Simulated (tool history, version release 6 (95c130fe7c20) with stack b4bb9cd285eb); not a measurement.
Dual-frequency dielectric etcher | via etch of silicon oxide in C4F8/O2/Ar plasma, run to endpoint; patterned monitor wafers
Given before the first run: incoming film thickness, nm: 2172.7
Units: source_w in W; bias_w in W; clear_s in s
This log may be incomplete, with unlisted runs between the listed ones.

| run | hour | source_w | bias_w | clear_s |
|---|---|---|---|---|
| 1 | 0 | 1890 | 2050 | 440.98 |
| 2 | 6.4 | 1890 | 1761 | 455.61 |
| 3 | 10.2 | 1700 | 1724 | 489.92 |
| 4 | 11.4 | 1700 | 2013 | 469.25 |
| 5 | 18 | 2020 | 2013 | 428.21 |
| 6 | 26.6 | 2020 | 1758 | 444.19 |

For run 7, what comes out?
| 7 | 35.5 | 1840 | 1734 | ? |

{"run 7": {"clear_s": 466.51}}
